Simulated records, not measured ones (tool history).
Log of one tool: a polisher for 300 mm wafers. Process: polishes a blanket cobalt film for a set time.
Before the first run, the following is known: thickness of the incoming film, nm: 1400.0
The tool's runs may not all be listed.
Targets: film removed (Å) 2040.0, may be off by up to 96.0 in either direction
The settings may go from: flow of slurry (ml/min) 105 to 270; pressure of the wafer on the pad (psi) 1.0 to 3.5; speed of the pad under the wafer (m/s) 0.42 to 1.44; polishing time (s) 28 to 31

run	hour	flow of slurry (ml/min)	pressure of the wafer on the pad (psi)	speed of the pad under the wafer (m/s)	polishing time (s)	film removed (Å)
1	0.0	175	2.2	0.92	31	1318.1
2	6.7	145	2.2	0.92	31	1286.8
3	11.6	180	2.2	0.92	31	1344.9
4	14.2	185	2.4	0.92	31	1468.3
5	15.4	185	2.4	0.72	31	1184.2
6	23.8	185	2.7	0.74	31	1334.8
7	27.8	190	2.9	0.76	31	1474.4
# hour 35.1: head pressure recalibrated
8	35.1	195	3.1	0.78	31	1701.4
9	36.9	200	3.2	0.78	31	1719.5
10	39.7	200	3.3	0.80	31	1917.9
11	44.6	200	3.4	0.80	31	1888.0
12	46.2	205	3.4	0.80	31	1911.0

Next run, 5 choices. One meets every target within its allowed miss, the rest don't. Which?
A	47.8	210	3.4	0.90	29	?
B	47.8	200	3.5	0.90	31	?
C	47.8	220	3.0	0.88	29	?
D	47.8	235	3.5	0.88	31	?
E	47.8	220	3.5	0.90	31	?

move	film removed (Å)
A	2028.9
B	2216.9
C	1768.8
D	2216.5
E	2244.7
A: hits every target within its allowed miss
B: the result that was furthest off in the last run now lies on the other side of its target
C: its largest miss is bigger than the last run's
D: the result that was furthest off in the last run now lies on the other side of its target
E: the result that was furthest off in the last run now lies on the other side of its target
Move A is the one to make.

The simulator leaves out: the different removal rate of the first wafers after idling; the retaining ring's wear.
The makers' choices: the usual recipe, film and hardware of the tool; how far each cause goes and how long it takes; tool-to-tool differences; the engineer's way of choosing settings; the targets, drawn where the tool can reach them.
